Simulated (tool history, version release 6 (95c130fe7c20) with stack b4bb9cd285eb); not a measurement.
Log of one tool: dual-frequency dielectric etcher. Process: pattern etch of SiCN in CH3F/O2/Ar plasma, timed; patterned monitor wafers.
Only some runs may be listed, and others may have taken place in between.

run,day,source power (kW),bias power (kW),etch time (s),mean etch depth across the wafer (Å)
1,0.000,0.300,0.097,124.5,485.80
2,0.162,0.300,0.114,124.5,505.98
3,0.292,0.300,0.114,124.5,506.64
4,0.358,0.300,0.114,124.5,506.04
5,0.608,0.250,0.114,124.5,477.20
6,0.833,0.250,0.114,124.5,477.04
7,1.133,0.240,0.113,124.5,469.14

Run 8, settings as shown, results not yet in. Your forecast:
8,1.358,0.220,0.111,124.5,?

mean etch depth across the wafer (Å): 453.28
